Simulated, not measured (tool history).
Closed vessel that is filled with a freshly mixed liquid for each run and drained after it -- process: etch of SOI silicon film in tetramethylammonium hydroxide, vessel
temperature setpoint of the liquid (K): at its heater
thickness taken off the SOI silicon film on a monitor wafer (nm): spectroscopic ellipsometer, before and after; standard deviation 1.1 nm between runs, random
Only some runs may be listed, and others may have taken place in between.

run,hour,temperature setpoint of the liquid (K),concentration of hydroxide in the mixed liquid (% by weight),time in the liquid (s),thickness taken off the SOI silicon film on a monitor wafer (nm)
1,0.0,337.15,19.5,30,108.160
2,3.7,331.65,19.5,30,76.813
3,7.6,334.65,19.5,30,91.589
4,16.3,329.15,19.5,30,65.460
5,22.2,329.15,19.5,30,65.477
6,30.4,332.65,19.5,30,80.570

What does the tool deliver on the next run?
7,31.7,335.65,19.5,30,?

thickness taken off the SOI silicon film on a monitor wafer (nm): 97.605
